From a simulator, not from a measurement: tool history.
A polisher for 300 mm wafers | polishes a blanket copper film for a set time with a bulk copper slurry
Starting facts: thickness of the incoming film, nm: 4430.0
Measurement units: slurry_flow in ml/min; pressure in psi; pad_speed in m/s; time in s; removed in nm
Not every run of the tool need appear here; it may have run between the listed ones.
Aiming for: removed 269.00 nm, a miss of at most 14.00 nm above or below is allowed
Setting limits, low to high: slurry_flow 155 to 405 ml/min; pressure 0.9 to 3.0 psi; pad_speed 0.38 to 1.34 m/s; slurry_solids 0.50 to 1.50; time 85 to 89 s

run	hour	slurry_flow	pressure	pad_speed	slurry_solids	time	removed
1	0.0	260	1.9	0.86	1.00	85	532.77
2	1.4	210	1.9	0.86	1.00	85	534.04
3	4.9	210	1.8	0.84	1.00	85	488.87
4	9.2	210	1.8	0.84	1.15	85	507.87
5	15.8	210	1.8	0.96	1.15	85	570.51
6	21.3	210	1.7	0.92	1.15	85	536.47
7	24.0	210	1.6	0.88	1.15	85	503.69
8	30.3	200	1.0	0.64	1.10	85	297.58

4 candidate next runs follow, results not yet known. Just one meets every target within its allowed miss. Identify it.
A	36.6	160	0.9	0.60	1.20	85	?
B	36.6	180	0.9	0.50	1.10	85	?
C	36.6	180	1.0	0.54	0.95	85	?
D	36.6	175	1.0	0.50	0.95	85	?

move	removed
A	272.63
B	233.78
C	247.27
D	232.73
A: every result within its allowed miss
B: carries the result that was furthest off beyond its target, to the other side
C: carries the result that was furthest off beyond its target, to the other side
D: carries the result that was furthest off beyond its target, to the other side
A is the move that brings every result within its allowed miss.
